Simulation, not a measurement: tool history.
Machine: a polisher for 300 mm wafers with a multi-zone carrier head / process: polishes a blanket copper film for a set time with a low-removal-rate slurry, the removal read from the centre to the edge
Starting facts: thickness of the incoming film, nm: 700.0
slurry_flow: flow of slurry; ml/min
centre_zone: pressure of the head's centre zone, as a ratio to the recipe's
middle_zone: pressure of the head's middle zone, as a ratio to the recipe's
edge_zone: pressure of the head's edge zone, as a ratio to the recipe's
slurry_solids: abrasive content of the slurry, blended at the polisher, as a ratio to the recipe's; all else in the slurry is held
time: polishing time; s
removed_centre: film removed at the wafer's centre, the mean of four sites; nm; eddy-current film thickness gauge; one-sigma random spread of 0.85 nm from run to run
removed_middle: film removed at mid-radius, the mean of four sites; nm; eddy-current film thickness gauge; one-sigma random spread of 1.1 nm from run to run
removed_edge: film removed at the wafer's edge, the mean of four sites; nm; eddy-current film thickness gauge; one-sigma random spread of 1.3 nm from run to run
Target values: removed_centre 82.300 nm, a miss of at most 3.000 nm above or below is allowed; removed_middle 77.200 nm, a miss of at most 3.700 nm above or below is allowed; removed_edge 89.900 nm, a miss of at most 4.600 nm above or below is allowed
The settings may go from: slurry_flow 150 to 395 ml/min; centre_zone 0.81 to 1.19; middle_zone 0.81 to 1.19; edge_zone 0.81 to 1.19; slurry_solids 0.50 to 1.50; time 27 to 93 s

Run 1, day 0.000: slurry_flow 250 ml/min, centre_zone 1.00, middle_zone 1.00, edge_zone 1.00, slurry_solids 1.00, time 59 s. Result: removed_centre 151.660 nm, removed_middle 151.830 nm, removed_edge 153.910 nm.
Run 2, day 0.117: slurry_flow 250 ml/min, centre_zone 1.00, middle_zone 1.00, edge_zone 0.95, slurry_solids 1.00, time 59 s. Result: removed_centre 149.770 nm, removed_middle 147.800 nm, removed_edge 147.030 nm.
Run 3, day 0.362: slurry_flow 245 ml/min, centre_zone 0.99, middle_zone 0.98, edge_zone 0.94, slurry_solids 0.95, time 57 s. Result: removed_centre 140.420 nm, removed_middle 140.350 nm, removed_edge 136.640 nm.
Run 4, day 0.675: slurry_flow 245 ml/min, centre_zone 1.05, middle_zone 0.98, edge_zone 0.94, slurry_solids 0.95, time 57 s. Result: removed_centre 148.800 nm, removed_middle 139.680 nm, removed_edge 140.700 nm.
Run 5, day 0.738: slurry_flow 240 ml/min, centre_zone 1.04, middle_zone 0.96, edge_zone 0.95, slurry_solids 0.90, time 55 s. Result: removed_centre 142.030 nm, removed_middle 129.760 nm, removed_edge 131.900 nm.
Run 6, day 1.021: slurry_flow 240 ml/min, centre_zone 0.98, middle_zone 0.96, edge_zone 0.95, slurry_solids 0.90, time 55 s. Result: removed_centre 135.060 nm, removed_middle 130.120 nm, removed_edge 136.110 nm.
Run 7, day 1.338: slurry_flow 240 ml/min, centre_zone 0.97, middle_zone 0.95, edge_zone 0.94, slurry_solids 0.85, time 53 s. Result: removed_centre 123.310 nm, removed_middle 123.880 nm, removed_edge 121.490 nm.
Run 8, day 1.629: slurry_flow 180 ml/min, centre_zone 0.96, middle_zone 0.85, edge_zone 1.04, slurry_solids 0.60, time 36 s. Result: removed_centre 72.693 nm, removed_middle 67.184 nm, removed_edge 78.590 nm.
Run 9, day 1.900: slurry_flow 190 ml/min, centre_zone 0.96, middle_zone 0.85, edge_zone 1.05, slurry_solids 0.60, time 36 s. Result: removed_centre 71.977 nm, removed_middle 67.584 nm, removed_edge 79.715 nm.
Run 10, day 2.225: slurry_flow 200 ml/min, centre_zone 0.97, middle_zone 0.85, edge_zone 1.05, slurry_solids 0.60, time 36 s. Result: removed_centre 73.551 nm, removed_middle 67.084 nm, removed_edge 79.222 nm.
Run 11, day 2.467: slurry_flow 215 ml/min, centre_zone 0.99, middle_zone 0.93, edge_zone 1.15, slurry_solids 0.85, time 38 s. Result: removed_centre 89.077 nm, removed_middle 85.754 nm, removed_edge 100.470 nm.
Run 12, day 2.588: slurry_flow 210 ml/min, centre_zone 0.99, middle_zone 0.92, edge_zone 1.14, slurry_solids 0.85, time 38 s. Result: removed_centre 89.732 nm, removed_middle 83.129 nm, removed_edge 96.254 nm.
Run 13, day 2.871: slurry_flow 205 ml/min, centre_zone 0.99, middle_zone 0.92, edge_zone 1.14, slurry_solids 0.85, time 38 s. Result: removed_centre 89.152 nm, removed_middle 83.592 nm, removed_edge 96.631 nm.
Run 14, day 3.117: slurry_flow 200 ml/min, centre_zone 0.99, middle_zone 0.92, edge_zone 1.14, slurry_solids 0.85, time 38 s. Result: removed_centre 89.944 nm, removed_middle 83.266 nm, removed_edge 98.201 nm.
Run 15, day 3.212: slurry_flow 200 ml/min, centre_zone 0.99, middle_zone 0.92, edge_zone 1.13, slurry_solids 0.85, time 38 s. Result: removed_centre 88.534 nm, removed_middle 82.871 nm, removed_edge 98.126 nm.

Exercise: of the 5 proposed moves below, exactly one satisfies all targets within the stated allowed misses. Which move is it?
Run A, day 3.308: slurry_flow 150 ml/min, centre_zone 1.01, middle_zone 0.82, edge_zone 1.19, slurry_solids 1.30, time 41 s. Result: removed_centre ?, removed_middle ?, removed_edge ?.
Run B, day 3.308: slurry_flow 150 ml/min, centre_zone 0.93, middle_zone 0.81, edge_zone 1.19, slurry_solids 1.00, time 40 s. Result: removed_centre ?, removed_middle ?, removed_edge ?.
Run C, day 3.308: slurry_flow 160 ml/min, centre_zone 1.03, middle_zone 0.81, edge_zone 1.08, slurry_solids 1.05, time 38 s. Result: removed_centre ?, removed_middle ?, removed_edge ?.
Run D, day 3.308: slurry_flow 210 ml/min, centre_zone 1.19, middle_zone 0.94, edge_zone 1.13, slurry_solids 0.75, time 36 s. Result: removed_centre ?, removed_middle ?, removed_edge ?.
Run E, day 3.308: slurry_flow 245 ml/min, centre_zone 0.99, middle_zone 0.92, edge_zone 1.15, slurry_solids 0.55, time 39 s. Result: removed_centre ?, removed_middle ?, removed_edge ?.

move  removed_centre  removed_middle  removed_edge
   A         102.380          86.845       113.860
   B          85.788          78.334       103.710
   C          93.051          76.481        95.964
   D          98.679          78.669        88.037
   E          83.343          78.446        89.615
A: moves away from the targets compared with the last run
B: moves away from the targets compared with the last run
C: moves away from the targets compared with the last run
D: moves away from the targets compared with the last run
E: in spec on every target
The move that meets every target is E.
